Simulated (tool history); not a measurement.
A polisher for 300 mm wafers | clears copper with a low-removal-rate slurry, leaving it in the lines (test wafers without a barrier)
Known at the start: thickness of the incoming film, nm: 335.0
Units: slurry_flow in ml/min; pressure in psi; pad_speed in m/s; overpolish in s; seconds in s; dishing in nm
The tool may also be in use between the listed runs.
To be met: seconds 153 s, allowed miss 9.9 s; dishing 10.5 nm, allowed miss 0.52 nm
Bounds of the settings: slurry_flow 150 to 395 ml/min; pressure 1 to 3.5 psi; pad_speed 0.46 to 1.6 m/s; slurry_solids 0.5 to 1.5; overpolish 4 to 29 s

run    day  slurry_flow  pressure  pad_speed  slurry_solids  overpolish  seconds  dishing
  1      0          250       2.2       1.02              1          15   142.65   22.134
  2  0.175          250       2.2       1.18              1          15   124.74   24.785
  3  0.517          250       2.2       1.18            0.8          15   131.58    23.05
  4  0.717          250       2.2       1.18           0.75          13   133.51   20.477
  5  0.921          250       2.2       1.18           0.75          10   136.93   16.294
  6  1.271          250       2.2       1.18           0.75           9   136.26   14.657
  7   1.55          250       2.2       1.18           0.75           8    136.5    13.67
  8  1.838          250       1.9       1.18           0.75           5   159.31   7.5904
  9  1.912          250       1.9       1.18           0.75           5   154.34   7.5075
 10  2.212          250       1.9       1.18           0.75          12   150.83   16.683

5 next moves are on the table. One of them brings every result within its allowed miss. Which?
  A  2.512          205       1.9       1.28           0.65           7        ?        ?
  B  2.512          200         2       1.18           0.75           6        ?        ?
  C  2.512          345       2.4       0.92           0.75          18        ?        ?
  D  2.512          265       2.3       0.92           0.55           7        ?        ?
  E  2.512          265         2       1.18           0.65           6        ?        ?

move  seconds  dishing
   A   157.03   10.399
   B   155.27   9.1209
   C   153.33   24.353
   D   177.96    9.295
   E   156.14   9.0735
A: meets every target
B: takes the result that was furthest off past its target
C: further off than the last run
D: takes the result that was furthest off past its target
E: takes the result that was furthest off past its target
The right move is A.
